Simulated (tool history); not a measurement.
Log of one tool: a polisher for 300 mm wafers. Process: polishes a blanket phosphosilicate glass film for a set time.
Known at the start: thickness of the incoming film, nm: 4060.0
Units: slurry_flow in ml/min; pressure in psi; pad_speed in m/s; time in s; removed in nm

run	hour	slurry_flow	pressure	pad_speed	slurry_solids	time	removed
1	0.0	310	2.5	1.22	1.00	20	145.89
2	6.5	310	2.8	1.22	1.00	20	163.16
3	11.0	310	2.8	1.22	0.85	20	145.27
4	18.1	310	3.1	1.22	0.85	20	158.35
5	21.7	310	3.1	1.22	0.85	20	158.83
6	25.6	310	3.3	1.26	0.85	20	175.61
7	29.8	310	3.5	1.26	0.85	20	187.46

Run 8 comes next. What will it give?
8	38.1	315	3.9	1.28	0.85	20	?

{"run 8": {"removed": 212.48}}
